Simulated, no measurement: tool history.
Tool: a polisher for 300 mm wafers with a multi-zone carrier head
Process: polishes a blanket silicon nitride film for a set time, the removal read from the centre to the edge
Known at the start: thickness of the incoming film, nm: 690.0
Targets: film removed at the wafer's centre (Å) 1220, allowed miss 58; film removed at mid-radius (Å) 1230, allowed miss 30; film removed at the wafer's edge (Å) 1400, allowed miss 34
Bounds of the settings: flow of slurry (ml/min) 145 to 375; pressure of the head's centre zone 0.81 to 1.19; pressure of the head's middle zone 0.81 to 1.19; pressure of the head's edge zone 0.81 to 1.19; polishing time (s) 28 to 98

| run | hour | flow of slurry (ml/min) | pressure of the head's centre zone | pressure of the head's middle zone | pressure of the head's edge zone | polishing time (s) | film removed at the wafer's centre (Å) | film removed at mid-radius (Å) | film removed at the wafer's edge (Å) |
|---|---|---|---|---|---|---|---|---|---|
| 1 | 0 | 240 | 1 | 1 | 1 | 63 | 972.47 | 946.38 | 962.97 |
| 2 | 1.2 | 240 | 1 | 1.06 | 1 | 63 | 964.84 | 996.28 | 970.66 |
| 3 | 9.7 | 240 | 0.99 | 1.05 | 1.03 | 66 | 1024.7 | 1022.7 | 1025.7 |
| 4 | 16.6 | 240 | 0.99 | 1.01 | 1.03 | 66 | 1015.8 | 1001.1 | 1038.3 |
| 5 | 22.7 | 240 | 0.99 | 0.94 | 1.03 | 66 | 1026.8 | 944.34 | 1027.4 |
| 6 | 23.3 | 240 | 0.99 | 0.94 | 1.03 | 76 | 1157.5 | 1072.5 | 1183.6 |
| 7 | 27.5 | 250 | 0.98 | 0.95 | 1.06 | 77 | 1169.7 | 1111.6 | 1215.2 |
| 8 | 29 | 250 | 0.97 | 0.95 | 1.08 | 78 | 1229.3 | 1127.8 | 1241.8 |

5 next moves are on the table. One of them brings every result within its allowed miss. Which?
| A | 30.5 | 345 | 1.17 | 1.03 | 1.11 | 66 | ? | ? | ? |
| B | 30.5 | 355 | 0.96 | 1.15 | 0.81 | 75 | ? | ? | ? |
| C | 30.5 | 195 | 0.81 | 0.82 | 1.05 | 97 | ? | ? | ? |
| D | 30.5 | 205 | 0.97 | 0.81 | 1.15 | 85 | ? | ? | ? |
| E | 30.5 | 145 | 0.92 | 0.97 | 1.11 | 92 | ? | ? | ? |

| move | film removed at the wafer's centre (Å) | film removed at mid-radius (Å) | film removed at the wafer's edge (Å) |
|---|---|---|---|
| A | 1217.6 | 1052.4 | 1094.3 |
| B | 1183.7 | 1315.4 | 1078.6 |
| C | 1234.2 | 1201.1 | 1487.9 |
| D | 1255.6 | 1050.3 | 1371.5 |
| E | 1206.9 | 1224.7 | 1383.9 |
A: further off than the last run
B: further off than the last run
C: takes the result that was furthest off past its target
D: brings the result that was furthest off to its target, and leaves another outside
E: meets every target
Answer: E
